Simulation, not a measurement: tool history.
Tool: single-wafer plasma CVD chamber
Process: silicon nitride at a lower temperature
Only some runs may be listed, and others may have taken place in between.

run  hour  heater temperature setpoint (°C)  chamber pressure (mTorr)  RF power (W)  deposition time (s)  mean film thickness on the monitor wafer (angstrom)
  1     0                               360                      2060           350                   19                                               278.85
  2   7.9                               360                      2060           350                   19                                               277.88
  3  13.9                               360                      1900           325                 18.8                                               252.74
  4  16.1                               360                      1800           310                 18.7                                               239.05
  5  22.6                               352                      1800           310                 18.7                                               241.43
  6  23.8                               352                      1800           310                 18.1                                               230.62
  7  32.1                               352                      1800           310                 18.1                                               231.74
  8  34.4                               352                      1710           300                 18.1                                               222.12
  9  42.2                               352                      1300           265                 18.1                                               181.01
 10  45.9                               352                      1360           265                 18.1                                               183.75

Run 11, settings as shown, results not yet in. Your forecast:
 11  47.2                               352                      1410           265                 18.1                                                    ?

{"run 11": {"mean film thickness on the monitor wafer (angstrom)": 186.69}}
